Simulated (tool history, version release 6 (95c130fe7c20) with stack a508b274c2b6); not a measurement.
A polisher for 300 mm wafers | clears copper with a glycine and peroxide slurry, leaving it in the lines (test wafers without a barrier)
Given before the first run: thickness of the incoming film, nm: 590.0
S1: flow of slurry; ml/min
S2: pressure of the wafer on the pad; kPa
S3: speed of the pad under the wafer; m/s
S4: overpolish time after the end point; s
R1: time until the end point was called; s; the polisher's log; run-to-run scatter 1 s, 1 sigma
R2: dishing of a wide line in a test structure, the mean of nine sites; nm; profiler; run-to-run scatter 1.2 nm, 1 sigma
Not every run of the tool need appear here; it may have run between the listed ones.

run    day   S1    S2    S3  S4      R1      R2
  1      0  130  17.2  1.04  23  100.66  64.044
  2  0.154  130  17.2  0.88  23  114.08  60.452
  3  0.325  125  17.2  0.88  24  115.66  59.787
  4   0.45  100  17.2  0.88  24  122.79  58.019
  5  0.762  100  17.2  0.88  18   124.3  46.755
  6  0.871   80  17.2  0.88  18  131.79  42.557

Run 7 comes next. What will it give?
  7  1.133  90  17.2  0.88  21   ?   ?

Logged for run 7: R1 126.86 s, R2 52.97 nm.
